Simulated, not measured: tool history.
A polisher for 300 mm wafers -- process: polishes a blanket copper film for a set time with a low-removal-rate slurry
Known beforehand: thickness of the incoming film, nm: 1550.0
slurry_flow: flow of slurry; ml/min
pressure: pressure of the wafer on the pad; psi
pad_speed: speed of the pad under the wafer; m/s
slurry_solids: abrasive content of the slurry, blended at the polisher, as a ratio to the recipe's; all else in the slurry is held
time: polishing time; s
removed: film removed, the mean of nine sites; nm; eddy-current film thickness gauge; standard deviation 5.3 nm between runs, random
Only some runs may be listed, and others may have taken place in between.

run,hour,slurry_flow,pressure,pad_speed,slurry_solids,time,removed
1,0,280,3.4,1.4,1,97,362.72
2,3.1,280,3.4,1.4,0.9,97,356.31
3,8.3,280,3.9,1.42,0.9,97,406.38
4,9.4,340,3.9,1.42,0.9,97,416.71
# hour 16.2: worn pad replaced by a new one
5,16.2,340,3.9,1.42,1.1,97,472.78
6,22.1,295,3.9,1.42,1.1,97,471.73
7,24.1,295,4.2,1.42,1.1,97,493.28
8,28.5,310,4.5,1.42,1.1,97,538.83
9,32.3,310,5.3,1.44,1.1,97,629.93
10,34,310,5.3,1.44,1.1,97,640.5
11,42.5,315,5.3,1.46,1.1,97,648.45

For run 12, what comes out?
12,49.7,315,5.3,1.46,1.1,97,?

removed: 641.72 nm
